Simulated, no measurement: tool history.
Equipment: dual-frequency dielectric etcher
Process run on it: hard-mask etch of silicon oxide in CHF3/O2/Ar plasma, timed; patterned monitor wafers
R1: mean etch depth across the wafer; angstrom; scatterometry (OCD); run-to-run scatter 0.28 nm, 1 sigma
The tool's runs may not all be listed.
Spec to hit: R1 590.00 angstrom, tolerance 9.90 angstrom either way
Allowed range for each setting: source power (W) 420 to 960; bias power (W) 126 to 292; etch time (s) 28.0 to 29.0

run 1 hour=0.0 | source_power_(W)=690 bias_power_(W)=209 etch_time_(s)=28.0 | R1=690.94
run 2 hour=6.1 | source_power_(W)=630 bias_power_(W)=205 etch_time_(s)=28.0 | R1=653.50
run 3 hour=11.3 | source_power_(W)=630 bias_power_(W)=205 etch_time_(s)=28.0 | R1=652.71
run 4 hour=19.9 | source_power_(W)=600 bias_power_(W)=204 etch_time_(s)=28.0 | R1=628.40
run 5 hour=27.9 | source_power_(W)=580 bias_power_(W)=204 etch_time_(s)=28.0 | R1=620.23
run 6 hour=36.2 | source_power_(W)=570 bias_power_(W)=204 etch_time_(s)=28.0 | R1=612.97
run 7 hour=40.9 | source_power_(W)=560 bias_power_(W)=204 etch_time_(s)=28.0 | R1=613.04
run 8 hour=48.6 | source_power_(W)=480 bias_power_(W)=200 etch_time_(s)=28.0 | R1=546.65
run 9 hour=52.9 | source_power_(W)=500 bias_power_(W)=200 etch_time_(s)=28.0 | R1=563.08
run 10 hour=61.8 | source_power_(W)=510 bias_power_(W)=200 etch_time_(s)=28.0 | R1=571.93
run 11 hour=69.6 | source_power_(W)=520 bias_power_(W)=200 etch_time_(s)=28.0 | R1=578.47

Which single option among these 5 for the next run brings every result within its allowed miss of target? Just one does.
run A hour=77.4 | source_power_(W)=480 bias_power_(W)=223 etch_time_(s)=29.0 | R1=?
run B hour=77.4 | source_power_(W)=530 bias_power_(W)=189 etch_time_(s)=28.0 | R1=?
run C hour=77.4 | source_power_(W)=490 bias_power_(W)=203 etch_time_(s)=28.5 | R1=?
run D hour=77.4 | source_power_(W)=510 bias_power_(W)=190 etch_time_(s)=28.5 | R1=?
run E hour=77.4 | source_power_(W)=490 bias_power_(W)=208 etch_time_(s)=28.0 | R1=?

move=A R1=583.29
move=B R1=568.21
move=C R1=562.42
move=D R1=564.79
move=E R1=557.32
A: every result within its allowed miss
B: further off than the last run
C: further off than the last run
D: further off than the last run
E: further off than the last run
Answer: A
